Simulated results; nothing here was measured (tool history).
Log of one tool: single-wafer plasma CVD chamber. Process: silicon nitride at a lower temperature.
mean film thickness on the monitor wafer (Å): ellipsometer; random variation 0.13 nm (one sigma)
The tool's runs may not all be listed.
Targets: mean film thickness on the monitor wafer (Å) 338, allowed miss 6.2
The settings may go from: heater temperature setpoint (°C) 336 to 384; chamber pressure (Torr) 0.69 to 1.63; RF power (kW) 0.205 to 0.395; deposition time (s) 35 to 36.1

| run | hour | heater temperature setpoint (°C) | chamber pressure (Torr) | RF power (kW) | deposition time (s) | mean film thickness on the monitor wafer (Å) |
|---|---|---|---|---|---|---|
| 1 | 0 | 360 | 1.16 | 0.3 | 35 | 375.84 |
| 2 | 8 | 360 | 1.16 | 0.3 | 35 | 372.3 |
| 3 | 13 | 360 | 1.01 | 0.3 | 35 | 355.78 |
| 4 | 19.4 | 360 | 0.97 | 0.3 | 35 | 352.87 |
| 5 | 27.7 | 360 | 1.13 | 0.3 | 35 | 370.6 |
| 6 | 34 | 360 | 1.05 | 0.3 | 35 | 361.33 |
| 7 | 35.2 | 360 | 0.99 | 0.3 | 35 | 355.67 |
| 8 | 37.9 | 360 | 0.94 | 0.3 | 35 | 345.64 |
| 9 | 45.9 | 360 | 0.92 | 0.3 | 35 | 345.15 |

Which of these 5 next moves meets every target?
| A | 53.9 | 362 | 0.97 | 0.29 | 36 | ? |
| B | 53.9 | 340 | 0.74 | 0.345 | 36 | ? |
| C | 53.9 | 366 | 0.81 | 0.335 | 35.6 | ? |
| D | 53.9 | 361 | 0.8 | 0.315 | 35.2 | ? |
| E | 53.9 | 358 | 0.94 | 0.295 | 36.1 | ? |

| move | mean film thickness on the monitor wafer (Å) |
|---|---|
| A | 352.67 |
| B | 357.43 |
| C | 357.72 |
| D | 338.14 |
| E | 354.22 |
A: further off than the last run
B: further off than the last run
C: further off than the last run
D: meets every target
E: further off than the last run
Answer: D
